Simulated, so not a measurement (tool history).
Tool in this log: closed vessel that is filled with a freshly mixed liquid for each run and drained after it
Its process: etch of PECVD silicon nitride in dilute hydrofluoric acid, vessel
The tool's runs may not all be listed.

run	hour	temperature setpoint of the liquid (°C)	parts of water to one part of 49 % hydrofluoric acid (parts by volume)	time in the liquid (s)	thickness taken off the PECVD silicon nitride on a monitor wafer (Å)
1	0.0	26.0	210	445	74.008
2	7.9	23.0	210	445	61.415
3	11.8	23.0	210	330	45.271
4	15.9	23.0	210	330	45.537
5	24.7	24.0	210	330	48.006
6	32.6	24.0	210	445	66.508
7	33.5	24.0	210	445	65.939

Expected results for the next run?
8	34.8	23.5	210	445	?

{"run 8": {"thickness taken off the PECVD silicon nitride on a monitor wafer (Å)": 63.374}}
